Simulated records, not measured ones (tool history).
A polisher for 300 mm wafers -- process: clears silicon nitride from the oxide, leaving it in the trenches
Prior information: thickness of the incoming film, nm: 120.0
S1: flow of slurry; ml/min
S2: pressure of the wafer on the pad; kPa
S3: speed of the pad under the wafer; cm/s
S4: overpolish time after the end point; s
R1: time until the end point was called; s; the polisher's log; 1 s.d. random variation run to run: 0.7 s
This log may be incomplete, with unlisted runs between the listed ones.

run,hour,S1,S2,S3,S4,R1
1,0,240,23.4,112,31,87.855
2,5.1,240,23.4,134,31,73.484
3,6.4,240,21.4,134,31,79.331
4,10,240,22.8,134,31,76.272
5,18.5,265,22.8,134,31,74.276
6,20.9,265,22.8,108,31,92.143
7,21.9,270,25.5,108,31,82.338
8,30.2,275,26.9,108,31,77.165

Estimate the outcome of run 9 from the log above:
9,37.2,280,28.3,108,31,?

Run 9 gave R1 73.351 s.
